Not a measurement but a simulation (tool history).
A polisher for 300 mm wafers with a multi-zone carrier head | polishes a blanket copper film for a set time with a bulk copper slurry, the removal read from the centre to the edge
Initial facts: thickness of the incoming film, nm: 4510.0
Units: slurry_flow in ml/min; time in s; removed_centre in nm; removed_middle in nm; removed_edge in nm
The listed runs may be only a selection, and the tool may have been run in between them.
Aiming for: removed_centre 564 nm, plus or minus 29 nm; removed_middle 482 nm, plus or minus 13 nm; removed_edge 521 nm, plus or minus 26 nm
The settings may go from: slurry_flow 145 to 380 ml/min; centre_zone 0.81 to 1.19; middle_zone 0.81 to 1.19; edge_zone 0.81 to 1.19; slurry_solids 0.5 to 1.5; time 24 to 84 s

run	hour	slurry_flow	centre_zone	middle_zone	edge_zone	slurry_solids	time	removed_centre	removed_middle	removed_edge
1	0	245	1	1	1	1	54	675.19	593.73	595.36
2	8	245	0.97	1	1	1	54	646	588.46	588.72
3	16	280	0.97	1	1	1	54	665.04	594.08	597.2
4	22.2	280	0.96	0.97	0.98	0.95	54	631.8	581.74	575.28
# hour 23.7: centre zone pressure recalibrated
5	23.7	280	0.96	0.97	0.92	0.95	54	582.65	580.73	571.71
6	30.9	225	0.96	0.97	0.92	0.95	54	571.81	568.08	558.05
7	33.4	225	0.97	0.95	0.92	0.9	54	569.06	548.83	551.51
8	34.8	225	0.98	0.93	0.92	0.85	54	572.11	537.96	550.19
9	43.8	200	1	0.83	0.86	0.7	53	537.57	448.28	508.66
10	49.7	205	1	0.84	0.86	0.7	53	526.46	459.71	498.69
11	55.9	210	1	0.84	0.87	0.7	53	538.76	459.12	508
12	63.5	215	1	0.85	0.87	0.7	53	546.94	462.35	515.95

Of the 5 settings listed for the next run, only one would bring every result within its allowed miss of target. Which one?
A	71.1	200	0.89	0.87	0.89	0.9	52	?	?	?
B	71.1	190	1.06	0.92	0.98	0.75	52	?	?	?
C	71.1	280	0.86	0.81	0.88	0.75	52	?	?	?
D	71.1	195	0.88	0.84	0.84	0.5	60	?	?	?
E	71.1	290	0.89	0.82	0.82	0.7	55	?	?	?

move	removed_centre	removed_middle	removed_edge
A	496.45	479.9	524.19
B	566.56	480.64	525.3
C	480.11	451.64	516.19
D	501.57	476.77	522.78
E	520.26	477.3	522.89
A: the worst result of the last run now meets its target, but another is out of spec
B: every result lands within tolerance
C: moves away from the targets compared with the last run
D: the worst result of the last run now meets its target, but another is out of spec
E: the worst result of the last run now meets its target, but another is out of spec
Correct choice: B, which meets every target
